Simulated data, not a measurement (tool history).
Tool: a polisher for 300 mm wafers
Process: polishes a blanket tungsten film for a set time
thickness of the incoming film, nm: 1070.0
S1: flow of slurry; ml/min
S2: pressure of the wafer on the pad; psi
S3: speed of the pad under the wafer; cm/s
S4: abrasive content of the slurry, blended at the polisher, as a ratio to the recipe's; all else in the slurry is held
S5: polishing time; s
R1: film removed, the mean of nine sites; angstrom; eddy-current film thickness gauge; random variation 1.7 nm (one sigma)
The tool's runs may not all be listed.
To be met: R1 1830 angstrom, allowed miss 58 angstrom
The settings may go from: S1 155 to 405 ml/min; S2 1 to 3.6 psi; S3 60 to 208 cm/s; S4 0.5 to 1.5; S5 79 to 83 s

| run | hour | S1 | S2 | S3 | S4 | S5 | R1 |
|---|---|---|---|---|---|---|---|
| 1 | 0 | 260 | 2.3 | 134 | 1 | 79 | 2613.6 |
| 2 | 1.6 | 260 | 2.3 | 134 | 1 | 79 | 2631.7 |
| 3 | 4 | 260 | 2 | 134 | 1 | 79 | 2316.8 |
| 4 | 8 | 260 | 2.3 | 134 | 1 | 79 | 2604.2 |
| 5 | 9.3 | 260 | 2.3 | 134 | 1 | 83 | 2807.3 |
| 6 | 13.7 | 260 | 2 | 134 | 1 | 83 | 2442.3 |
| 7 | 19.1 | 255 | 1.4 | 132 | 1 | 83 | 1666.4 |
| 8 | 22.5 | 265 | 1.4 | 132 | 1 | 83 | 1738.7 |
| 9 | 26.6 | 275 | 1.4 | 132 | 1 | 83 | 1720.5 |
| 10 | 27.3 | 280 | 1.4 | 132 | 1 | 83 | 1707.6 |

5 next moves are on the table. One of them brings every result within its allowed miss. Which?
| A | 28 | 250 | 1.6 | 126 | 0.95 | 83 | ? |
| B | 28 | 365 | 1.5 | 132 | 1.2 | 83 | ? |
| C | 28 | 260 | 1.7 | 130 | 0.9 | 83 | ? |
| D | 28 | 290 | 1.4 | 136 | 1.1 | 79 | ? |
| E | 28 | 300 | 1.5 | 142 | 1.05 | 83 | ? |

| move | R1 |
|---|---|
| A | 1854.9 |
| B | 1982 |
| C | 2005.7 |
| D | 1750.7 |
| E | 2029.3 |
A: meets every target
B: takes the result that was furthest off past its target
C: takes the result that was furthest off past its target
D: nearer than the last run, and not there yet
E: takes the result that was furthest off past its target
Move A is the one to make.
